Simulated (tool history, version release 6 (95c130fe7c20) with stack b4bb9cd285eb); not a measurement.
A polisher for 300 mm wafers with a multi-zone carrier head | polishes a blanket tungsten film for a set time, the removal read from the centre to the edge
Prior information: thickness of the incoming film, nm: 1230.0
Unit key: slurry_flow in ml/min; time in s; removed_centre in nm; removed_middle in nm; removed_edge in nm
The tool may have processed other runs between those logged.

{"run": 1, "day": 0.0, "slurry_flow": 170, "centre_zone": 1, "middle_zone": 1, "edge_zone": 1, "slurry_solids": 1, "time": 44, "removed_centre": 214.62, "removed_middle": 213.42, "removed_edge": 217.59}
{"run": 2, "day": 0.204, "slurry_flow": 130, "centre_zone": 1, "middle_zone": 1, "edge_zone": 1, "slurry_solids": 1, "time": 44, "removed_centre": 206.02, "removed_middle": 204.49, "removed_edge": 221.65}
{"run": 3, "day": 0.279, "slurry_flow": 130, "centre_zone": 1, "middle_zone": 1, "edge_zone": 1, "slurry_solids": 1, "time": 34, "removed_centre": 159.07, "removed_middle": 158.23, "removed_edge": 172.67}
{"run": 4, "day": 0.608, "slurry_flow": 125, "centre_zone": 0.98, "middle_zone": 0.96, "edge_zone": 0.98, "slurry_solids": 0.85, "time": 32, "removed_centre": 143.08, "removed_middle": 141.68, "removed_edge": 152.59}
{"run": 5, "day": 0.846, "slurry_flow": 120, "centre_zone": 0.97, "middle_zone": 0.92, "edge_zone": 1.01, "slurry_solids": 0.8, "time": 30, "removed_centre": 131.1, "removed_middle": 126.09, "removed_edge": 146.49}
{"run": 6, "day": 0.996, "slurry_flow": 115, "centre_zone": 0.96, "middle_zone": 0.89, "edge_zone": 1.01, "slurry_solids": 0.7, "time": 29, "removed_centre": 120.96, "removed_middle": 118.07, "removed_edge": 137.97}
{"run": 7, "day": 1.204, "slurry_flow": 110, "centre_zone": 0.99, "middle_zone": 0.81, "edge_zone": 1.09, "slurry_solids": 0.5, "time": 22, "removed_centre": 92.27, "removed_middle": 81.798, "removed_edge": 104.16}
{"run": 8, "day": 1.375, "slurry_flow": 110, "centre_zone": 0.99, "middle_zone": 0.81, "edge_zone": 1.09, "slurry_solids": 0.5, "time": 22, "removed_centre": 91.328, "removed_middle": 81.365, "removed_edge": 104.71}
{"run": 9, "day": 1.567, "slurry_flow": 130, "centre_zone": 0.98, "middle_zone": 0.82, "edge_zone": 1.1, "slurry_solids": 0.55, "time": 22, "removed_centre": 94.034, "removed_middle": 84.63, "removed_edge": 106.16}
{"run": 10, "day": 1.667, "slurry_flow": 125, "centre_zone": 0.98, "middle_zone": 0.83, "edge_zone": 1.11, "slurry_solids": 0.65, "time": 22, "removed_centre": 94.674, "removed_middle": 86.8, "removed_edge": 109.36}

Predict the results of run 11:
{"run": 11, "day": 1.929, "slurry_flow": 125, "centre_zone": 0.98, "middle_zone": 0.83, "edge_zone": 1.11, "slurry_solids": 0.75, "time": 22, "removed_centre": "?", "removed_middle": "?", "removed_edge": "?"}

{"run 11": {"removed_centre": 96.454, "removed_middle": 87.26, "removed_edge": 111.32}}
